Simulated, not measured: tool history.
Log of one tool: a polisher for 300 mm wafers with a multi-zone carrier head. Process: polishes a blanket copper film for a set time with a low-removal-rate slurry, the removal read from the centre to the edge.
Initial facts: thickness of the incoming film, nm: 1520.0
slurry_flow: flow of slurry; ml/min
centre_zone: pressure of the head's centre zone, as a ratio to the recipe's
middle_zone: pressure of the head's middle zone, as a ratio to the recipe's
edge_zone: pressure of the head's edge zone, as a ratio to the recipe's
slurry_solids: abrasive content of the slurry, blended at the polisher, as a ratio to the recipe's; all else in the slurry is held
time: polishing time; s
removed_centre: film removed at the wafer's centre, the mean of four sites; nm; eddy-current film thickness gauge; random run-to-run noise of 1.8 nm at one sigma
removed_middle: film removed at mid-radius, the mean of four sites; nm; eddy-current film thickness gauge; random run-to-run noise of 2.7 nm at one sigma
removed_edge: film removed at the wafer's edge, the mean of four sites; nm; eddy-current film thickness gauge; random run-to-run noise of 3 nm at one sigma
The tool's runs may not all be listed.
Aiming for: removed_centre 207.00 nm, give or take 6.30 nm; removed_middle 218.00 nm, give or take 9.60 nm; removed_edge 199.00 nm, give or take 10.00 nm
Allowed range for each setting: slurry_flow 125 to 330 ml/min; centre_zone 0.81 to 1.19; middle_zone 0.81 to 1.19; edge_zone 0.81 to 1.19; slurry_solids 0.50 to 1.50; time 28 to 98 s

run,day,slurry_flow,centre_zone,middle_zone,edge_zone,slurry_solids,time,removed_centre,removed_middle,removed_edge
1,0.000,210,1.00,1.00,1.00,1.00,63,182.34,182.43,180.44
2,0.096,220,1.01,1.03,1.01,1.05,63,186.63,192.38,175.77
3,0.321,220,1.00,1.03,1.02,1.10,64,193.40,198.38,186.56
4,0.692,220,1.00,0.98,1.02,1.10,64,189.63,186.75,191.23
5,0.817,230,1.00,1.00,1.04,1.15,64,192.96,195.29,193.44
6,1.133,235,1.01,1.01,1.05,1.20,64,194.29,201.80,191.10
7,1.242,240,1.02,1.01,1.06,1.25,64,201.69,208.05,192.63
8,1.379,245,1.02,1.01,1.07,1.25,64,201.56,199.46,198.09

Exercise: of the 4 proposed moves below, exactly one satisfies all targets within the stated allowed misses. Which move is it?
A,1.517,260,1.03,0.85,1.17,0.95,69,?,?,?
B,1.517,250,1.09,0.98,1.05,1.20,62,?,?,?
C,1.517,240,1.02,1.05,1.08,1.05,68,?,?,?
D,1.517,285,1.13,0.93,1.19,1.10,63,?,?,?

move,removed_centre,removed_middle,removed_edge
A,205.17,184.24,210.62
B,201.55,195.55,187.87
C,203.48,219.53,201.78
D,209.41,189.12,201.84
A: its largest miss is bigger than the last run's
B: its largest miss is bigger than the last run's
C: hits every target within its allowed miss
D: its largest miss is bigger than the last run's
C is the move that brings every result within its allowed miss.
